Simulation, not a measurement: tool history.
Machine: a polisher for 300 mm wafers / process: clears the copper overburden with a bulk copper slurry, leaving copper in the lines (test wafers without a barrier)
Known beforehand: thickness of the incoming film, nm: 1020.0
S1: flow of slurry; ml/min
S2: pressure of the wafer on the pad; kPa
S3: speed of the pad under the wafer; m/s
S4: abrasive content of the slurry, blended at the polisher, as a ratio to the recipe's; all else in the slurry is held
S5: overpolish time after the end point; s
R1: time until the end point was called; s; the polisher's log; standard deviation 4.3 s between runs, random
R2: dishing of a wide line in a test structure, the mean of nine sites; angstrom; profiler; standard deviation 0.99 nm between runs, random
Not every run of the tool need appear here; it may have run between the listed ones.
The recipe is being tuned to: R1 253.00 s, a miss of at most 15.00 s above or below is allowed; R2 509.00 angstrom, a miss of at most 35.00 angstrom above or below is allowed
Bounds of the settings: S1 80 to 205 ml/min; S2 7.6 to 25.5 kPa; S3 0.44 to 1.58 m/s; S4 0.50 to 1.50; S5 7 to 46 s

{"run": 1, "hour": 0.0, "S1": 135, "S2": 16.5, "S3": 1.0, "S4": 1.0, "S5": 24, "R1": 155.89, "R2": 779.8}
{"run": 2, "hour": 4.3, "S1": 135, "S2": 15.9, "S3": 1.0, "S4": 1.0, "S5": 24, "R1": 163.2, "R2": 759.15}
{"run": 3, "hour": 5.8, "S1": 135, "S2": 15.9, "S3": 1.0, "S4": 1.0, "S5": 30, "R1": 161.55, "R2": 869.49}
{"run": 4, "hour": 11.9, "S1": 135, "S2": 15.2, "S3": 1.0, "S4": 1.0, "S5": 29, "R1": 170.72, "R2": 833.2}
{"run": 5, "hour": 15.1, "S1": 135, "S2": 14.5, "S3": 1.0, "S4": 1.0, "S5": 28, "R1": 177.08, "R2": 768.19}
{"run": 6, "hour": 16.0, "S1": 135, "S2": 14.5, "S3": 1.0, "S4": 0.8, "S5": 28, "R1": 185.22, "R2": 749.71}
{"run": 7, "hour": 23.6, "S1": 135, "S2": 13.8, "S3": 1.0, "S4": 0.8, "S5": 27, "R1": 195.48, "R2": 705.7}
{"run": 8, "hour": 25.2, "S1": 135, "S2": 13.1, "S3": 1.0, "S4": 0.8, "S5": 26, "R1": 205.52, "R2": 706.99}
{"run": 9, "hour": 29.9, "S1": 135, "S2": 13.1, "S3": 1.0, "S4": 0.8, "S5": 24, "R1": 206.09, "R2": 668.97}
{"run": 10, "hour": 32.5, "S1": 135, "S2": 13.1, "S3": 1.0, "S4": 0.8, "S5": 23, "R1": 202.48, "R2": 630.58}
{"run": 11, "hour": 37.4, "S1": 135, "S2": 12.4, "S3": 1.0, "S4": 0.8, "S5": 23, "R1": 213.96, "R2": 595.97}
{"run": 12, "hour": 38.3, "S1": 135, "S2": 11.0, "S3": 1.0, "S4": 0.8, "S5": 23, "R1": 230.11, "R2": 541.75}

Below are 4 possible settings for the next run. Only one of them brings all results inside the allowed miss of their targets. Which is it?
{"run": "A", "hour": 39.2, "S1": 140, "S2": 8.3, "S3": 1.18, "S4": 1.05, "S5": 23, "R1": "?", "R2": "?"}
{"run": "B", "hour": 39.2, "S1": 110, "S2": 11.0, "S3": 0.76, "S4": 0.95, "S5": 35, "R1": "?", "R2": "?"}
{"run": "C", "hour": 39.2, "S1": 135, "S2": 11.0, "S3": 0.8, "S4": 0.65, "S5": 30, "R1": "?", "R2": "?"}
{"run": "D", "hour": 39.2, "S1": 100, "S2": 11.7, "S3": 0.8, "S4": 0.55, "S5": 32, "R1": "?", "R2": "?"}

move=A R1=261.07 R2=482.39
move=B R1=309.17 R2=592.52
move=C R1=305.73 R2=540.92
move=D R1=311.88 R2=562.00
A: all results in spec
B: carries the result that was furthest off beyond its target, to the other side
C: carries the result that was furthest off beyond its target, to the other side
D: carries the result that was furthest off beyond its target, to the other side
A meets every target.
